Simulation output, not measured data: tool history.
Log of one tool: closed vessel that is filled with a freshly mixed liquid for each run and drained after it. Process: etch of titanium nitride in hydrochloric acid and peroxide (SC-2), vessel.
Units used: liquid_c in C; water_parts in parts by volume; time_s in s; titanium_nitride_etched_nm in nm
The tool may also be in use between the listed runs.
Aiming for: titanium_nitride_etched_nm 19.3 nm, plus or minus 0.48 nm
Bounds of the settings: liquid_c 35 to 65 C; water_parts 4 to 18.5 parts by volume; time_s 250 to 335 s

run  hour  liquid_c  water_parts  time_s  titanium_nitride_etched_nm
  1     0        49         10.5     335                      14.554
  2   3.7        49         10.5     250                      10.857
  3  11.7      50.5         10.5     250                      12.013
  4  19.4      52.5         10.5     250                      13.712
  5  27.3      53.5         10.5     250                       14.73
  6  31.1      54.5         10.5     250                      15.635
  7  36.3        55         10.5     250                      16.268
  8  42.6      55.5         10.5     250                      16.699
  9  44.3        56         10.5     250                      17.121
 10  45.9      56.5         10.5     250                      17.713
 11  48.5        57         10.5     250                      18.372
 12  53.9        57         10.5     250                      18.401

Which one of the following 5 next-run settings gets every result inside its allowed miss? There is exactly one.
  A  59.3      53.5           11     315                           ?
  B  59.3        56         11.5     305                           ?
  C  59.3        54           10     285                           ?
  D  59.3      50.5            9     310                           ?
  E  59.3      56.5         14.5     320                           ?

move  titanium_nitride_etched_nm
   A                      17.885
   B                      19.606
   C                       18.11
   D                      17.072
   E                      17.379
A: lands further from the targets than the last run did
B: each result inside its tolerance
C: lands further from the targets than the last run did
D: lands further from the targets than the last run did
E: lands further from the targets than the last run did
B is the move that brings every result within its allowed miss.

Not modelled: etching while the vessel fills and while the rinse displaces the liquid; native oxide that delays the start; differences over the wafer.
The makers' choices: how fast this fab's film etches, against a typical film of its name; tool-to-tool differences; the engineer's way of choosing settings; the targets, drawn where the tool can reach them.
